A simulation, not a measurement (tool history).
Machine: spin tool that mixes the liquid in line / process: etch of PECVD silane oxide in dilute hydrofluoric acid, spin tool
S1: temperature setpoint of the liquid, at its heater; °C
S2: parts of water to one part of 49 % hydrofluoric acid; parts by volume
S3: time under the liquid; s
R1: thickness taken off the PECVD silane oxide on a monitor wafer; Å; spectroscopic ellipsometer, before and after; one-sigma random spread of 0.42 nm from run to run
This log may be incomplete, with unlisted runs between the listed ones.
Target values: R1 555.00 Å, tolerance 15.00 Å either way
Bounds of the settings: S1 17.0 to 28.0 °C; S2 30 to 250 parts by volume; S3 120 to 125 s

| run | day | S1 | S2 | S3 | R1 |
|---|---|---|---|---|---|
| 1 | 0.000 | 20.0 | 140 | 120 | 204.88 |
| 2 | 0.350 | 18.5 | 140 | 120 | 190.07 |
| 3 | 0.600 | 18.5 | 140 | 120 | 190.75 |
| 4 | 0.925 | 18.5 | 90 | 120 | 310.08 |
| 5 | 1.046 | 17.0 | 90 | 120 | 296.02 |
| 6 | 1.325 | 17.0 | 90 | 120 | 295.74 |
| 7 | 1.646 | 18.0 | 85 | 120 | 331.33 |
| 8 | 1.679 | 19.0 | 85 | 120 | 342.20 |
| 9 | 1.933 | 20.0 | 85 | 120 | 354.80 |
| 10 | 1.992 | 24.0 | 60 | 120 | 620.69 |
| 11 | 2.296 | 23.0 | 60 | 120 | 590.89 |
| 12 | 2.658 | 22.5 | 60 | 120 | 580.63 |

5 next moves are on the table. One of them brings every result within its allowed miss. Which?
| A | 3.021 | 23.0 | 60 | 125 | ? |
| B | 3.021 | 17.0 | 50 | 120 | ? |
| C | 3.021 | 23.0 | 60 | 120 | ? |
| D | 3.021 | 24.0 | 65 | 125 | ? |
| E | 3.021 | 23.5 | 60 | 120 | ? |

| move | R1 |
|---|---|
| A | 607.30 |
| B | 549.23 |
| C | 583.01 |
| D | 580.25 |
| E | 595.11 |
A: misses by more than the last run did
B: meets every target
C: misses by more than the last run did
D: no better and no worse than the last run
E: misses by more than the last run did
Go with B: it meets all targets.

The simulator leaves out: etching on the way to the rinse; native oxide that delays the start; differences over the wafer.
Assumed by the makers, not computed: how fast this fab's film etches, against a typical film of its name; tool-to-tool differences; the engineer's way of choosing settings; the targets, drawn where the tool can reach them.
